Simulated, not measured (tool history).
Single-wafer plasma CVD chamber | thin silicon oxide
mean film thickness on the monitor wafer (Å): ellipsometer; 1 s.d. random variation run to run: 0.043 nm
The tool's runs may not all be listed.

run,hour,heater temperature setpoint (K),chamber pressure (Torr),RF power (W),deposition time (s),mean film thickness on the monitor wafer (Å)
1,0,663.15,0.552,210,14.2,138.9
2,1.9,663.15,0.565,210,14.2,141.88
3,3.1,663.15,0.577,210,14.2,144.6
4,9.3,663.15,0.535,210,14.2,134.91
5,13.7,663.15,0.552,210,14.2,139.38
6,18,663.15,0.566,210,14.2,141.26
7,23.1,663.15,0.58,210,14.2,145.3

For run 8, what comes out?
8,27.9,663.15,0.592,210,14.2,?

{"run 8": {"mean film thickness on the monitor wafer (Å)": 148.45}}
